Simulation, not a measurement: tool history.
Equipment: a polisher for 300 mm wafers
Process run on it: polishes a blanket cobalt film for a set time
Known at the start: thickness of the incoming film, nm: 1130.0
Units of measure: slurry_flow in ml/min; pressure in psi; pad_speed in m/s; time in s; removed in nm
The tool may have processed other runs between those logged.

run    day  slurry_flow  pressure  pad_speed  time  removed
  1  0.000          160       2.2       0.90   113   655.58
  2  0.167          155       1.9       0.82   113   522.03
  3  0.533          190       1.9       0.82   113   527.87
  4  0.712          190       1.7       0.76   113   456.40
  5  0.792          190       1.5       0.70   113   381.34
  6  1.067          230       1.5       0.70   113   381.60
  7  1.379          230       1.4       0.66   113   332.16
  8  1.433          230       1.3       0.66   113   314.59

Run 9 has not been measured yet. What should we expect?
  9  1.804          230       1.2       0.66   113        ?

{"run 9": {"removed": 290.17}}
